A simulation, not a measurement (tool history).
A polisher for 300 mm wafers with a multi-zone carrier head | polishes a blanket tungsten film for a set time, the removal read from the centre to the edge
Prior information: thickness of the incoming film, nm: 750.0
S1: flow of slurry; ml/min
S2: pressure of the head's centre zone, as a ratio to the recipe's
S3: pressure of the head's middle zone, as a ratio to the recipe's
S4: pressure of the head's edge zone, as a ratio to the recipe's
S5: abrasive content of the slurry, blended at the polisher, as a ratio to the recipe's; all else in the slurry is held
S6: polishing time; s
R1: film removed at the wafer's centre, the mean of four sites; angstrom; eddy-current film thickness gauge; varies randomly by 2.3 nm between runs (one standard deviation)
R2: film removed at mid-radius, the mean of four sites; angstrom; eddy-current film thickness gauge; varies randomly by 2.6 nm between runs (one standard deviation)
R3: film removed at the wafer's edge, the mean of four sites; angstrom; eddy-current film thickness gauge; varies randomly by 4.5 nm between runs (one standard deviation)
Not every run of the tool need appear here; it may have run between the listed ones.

run	hour	S1	S2	S3	S4	S5	S6	R1	R2	R3
1	0	280	1	1	1	1	57	2466.4	2476.4	2479
2	0.7	280	1	1	1	1	43	1842.5	1852.2	1854.4
3	6.6	275	0.98	1	1.03	1.1	46	1982.8	2053.9	2096.4
4	8.2	275	0.98	1	1.03	1.1	56	2419.3	2476.6	2464.2
5	11.9	275	0.95	0.99	1.06	1.15	57	2405.6	2491.9	2629.2
6	15.4	280	0.94	1	1.08	1.2	57	2433.9	2558	2720.1
7	20.5	290	0.93	1.02	1.1	1.25	57	2427.8	2610.2	2694.2

What does the tool deliver on the next run?
8	22.4	285	0.92	1.02	1.11	1.3	58	?	?	?

R1: 2408.5 angstrom
R2: 2679.5 angstrom
R3: 2821.6 angstrom
